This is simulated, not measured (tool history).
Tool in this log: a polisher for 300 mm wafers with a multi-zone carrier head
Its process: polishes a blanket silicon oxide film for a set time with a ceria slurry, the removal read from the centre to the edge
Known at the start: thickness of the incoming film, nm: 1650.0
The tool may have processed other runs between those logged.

run	day	flow of slurry (ml/min)	pressure of the head's centre zone	pressure of the head's middle zone	pressure of the head's edge zone	polishing time (s)	film removed at the wafer's centre (nm)	film removed at mid-radius (nm)	film removed at the wafer's edge (nm)
1	0.000	250	1.00	1.00	1.00	81	383.59	377.30	390.06
2	0.258	255	0.99	1.02	1.01	83	378.72	393.10	386.03
3	0.462	255	0.92	1.02	1.01	83	363.06	390.28	390.37
4	0.729	255	0.91	1.03	1.02	86	357.73	412.64	409.15
5	0.983	255	0.91	1.03	0.94	86	364.62	411.91	380.74
6	1.004	255	0.91	1.03	0.94	94	399.22	450.65	431.13
7	1.258	260	0.92	1.05	0.96	95	402.13	462.16	431.82
8	1.554	260	0.92	1.06	0.97	96	409.52	473.43	448.16

For run 9, what comes out?
9	1.588	265	0.93	1.07	0.98	97	?	?	?

{"run 9": {"film removed at the wafer's centre (nm)": 417.76, "film removed at mid-radius (nm)": 478.02, "film removed at the wafer's edge (nm)": 468.32}}
